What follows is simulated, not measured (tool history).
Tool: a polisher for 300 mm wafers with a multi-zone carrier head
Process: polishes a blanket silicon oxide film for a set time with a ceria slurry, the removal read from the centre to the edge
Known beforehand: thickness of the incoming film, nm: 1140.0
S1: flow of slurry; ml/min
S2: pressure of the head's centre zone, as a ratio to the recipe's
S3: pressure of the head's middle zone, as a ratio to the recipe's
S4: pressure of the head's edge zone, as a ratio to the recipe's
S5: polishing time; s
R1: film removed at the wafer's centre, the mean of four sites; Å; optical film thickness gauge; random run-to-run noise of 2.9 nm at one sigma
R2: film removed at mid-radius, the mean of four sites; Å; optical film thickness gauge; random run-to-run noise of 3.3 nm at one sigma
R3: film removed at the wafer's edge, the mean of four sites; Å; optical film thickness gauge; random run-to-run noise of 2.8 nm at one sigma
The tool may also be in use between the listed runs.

run,hour,S1,S2,S3,S4,S5,R1,R2,R3
1,0,190,1,1,1,51,4042.7,4036.2,3977.3
2,4,190,1,1.03,1,51,4069.5,4161.1,3983.3
3,9.1,190,0.94,1.03,1,51,3795.3,4086.1,3996
4,12,190,0.94,1.03,1.09,51,3804.5,4198.6,4135.4
# hour 15.3: worn pad replaced by a new one
5,15.3,190,0.96,1.01,1.06,50,4083,4131.5,4260.2
6,15.9,190,0.96,1.01,1.06,58,4716.2,4790,4915.6
7,17.5,185,0.97,0.99,1.03,56,4569.6,4669.1,4758.2
8,24.1,190,0.98,0.97,1.01,54,4553.6,4324.8,4514.4
9,25.8,165,0.94,0.89,0.91,41,3166.6,3041.1,3239.2
10,29.5,175,0.95,0.89,0.91,41,3271.7,3093.6,3245.1
11,34.9,180,0.96,0.88,0.91,41,3296.3,3020.4,3234.2
12,41.7,185,0.97,0.88,0.91,41,3331.6,3037.4,3272.7
13,46.4,190,0.98,0.88,0.91,41,3389.1,3054.4,3313.5
14,52,225,1.06,0.87,0.83,40,3624.2,3100.9,3094.2

Run 15 is up next; what results do you expect?
15,56.2,225,1.06,0.87,0.83,40,?,?,?

{"run 15": {"R1": 3604.4, "R2": 2992.4, "R3": 3123.7}}

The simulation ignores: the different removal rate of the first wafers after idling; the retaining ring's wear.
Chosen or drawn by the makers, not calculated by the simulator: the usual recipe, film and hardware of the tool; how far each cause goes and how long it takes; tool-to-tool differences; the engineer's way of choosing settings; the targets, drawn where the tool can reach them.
